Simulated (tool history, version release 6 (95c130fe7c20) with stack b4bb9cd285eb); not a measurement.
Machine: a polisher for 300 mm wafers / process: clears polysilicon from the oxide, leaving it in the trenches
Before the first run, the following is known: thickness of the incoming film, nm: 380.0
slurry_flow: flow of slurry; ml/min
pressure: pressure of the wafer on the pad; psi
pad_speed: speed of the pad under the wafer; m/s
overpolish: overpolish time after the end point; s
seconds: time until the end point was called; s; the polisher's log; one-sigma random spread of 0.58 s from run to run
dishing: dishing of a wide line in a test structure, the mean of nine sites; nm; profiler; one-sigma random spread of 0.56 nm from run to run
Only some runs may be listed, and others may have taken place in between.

run  hour  slurry_flow  pressure  pad_speed  overpolish  seconds  dishing
  1   0.0          145       1.8       0.92           9   52.663   38.970
  2   0.6          140       1.7       0.92           9   55.952   37.924
  3   8.4          140       1.7       0.92          12   56.078   42.625
  4  10.7          175       1.7       0.92          12   53.340   44.821
  5  15.7          170       1.7       0.92          12   54.770   43.048
  6  17.7          140       1.7       0.92          12   56.063   43.665
  7  18.2          140       1.7       0.92          12   55.407   44.557
  8  22.5          140       1.5       0.92          10   63.302   37.202

Expected results for the next run?
  9  27.1          140       1.5       0.92          10        ?        ?

{"run 9": {"seconds": 62.928, "dishing": 37.296}}
